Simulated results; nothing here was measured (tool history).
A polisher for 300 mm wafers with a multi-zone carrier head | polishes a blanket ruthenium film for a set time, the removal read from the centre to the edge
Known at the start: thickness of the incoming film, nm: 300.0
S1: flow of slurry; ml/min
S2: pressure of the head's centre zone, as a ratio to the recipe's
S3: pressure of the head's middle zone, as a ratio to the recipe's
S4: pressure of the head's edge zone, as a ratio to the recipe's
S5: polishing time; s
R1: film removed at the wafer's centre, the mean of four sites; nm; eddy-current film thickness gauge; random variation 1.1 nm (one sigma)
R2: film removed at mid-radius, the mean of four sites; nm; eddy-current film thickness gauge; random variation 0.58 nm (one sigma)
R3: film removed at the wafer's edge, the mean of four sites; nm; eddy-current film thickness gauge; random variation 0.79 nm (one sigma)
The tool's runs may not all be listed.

run 1 hour=0 | S1=195 S2=1 S3=1 S4=1 S5=75 | R1=78.486 R2=79.361 R3=77.966
run 2 hour=7.4 | S1=195 S2=1 S3=1.06 S4=1 S5=75 | R1=78.784 R2=82.982 R3=76.678
run 3 hour=11.6 | S1=205 S2=1.03 S3=1.06 S4=1 S5=75 | R1=79.94 R2=83.151 R3=79.389
run 4 hour=19.4 | S1=190 S2=1.06 S3=1.06 S4=0.97 S5=77 | R1=85.202 R2=84.678 R3=80.079
run 5 hour=25.1 | S1=190 S2=1.08 S3=1.07 S4=0.94 S5=77 | R1=89.789 R2=84.489 R3=77.916
run 6 hour=26.5 | S1=190 S2=1.16 S3=1.07 S4=0.94 S5=77 | R1=92.206 R2=85.25 R3=77.801
run 7 hour=29.7 | S1=195 S2=1.16 S3=1.07 S4=0.93 S5=77 | R1=94.994 R2=84.244 R3=78.246
run 8 hour=36.1 | S1=200 S2=1.16 S3=1.08 S4=0.93 S5=77 | R1=93.174 R2=86.513 R3=79.497

The next listed run, before its measurement:
run 9 hour=39 | S1=200 S2=1.16 S3=1.08 S4=0.92 S5=77 | R1=? R2=? R3=?

R1: 93.249 nm
R2: 86.512 nm
R3: 77.566 nm
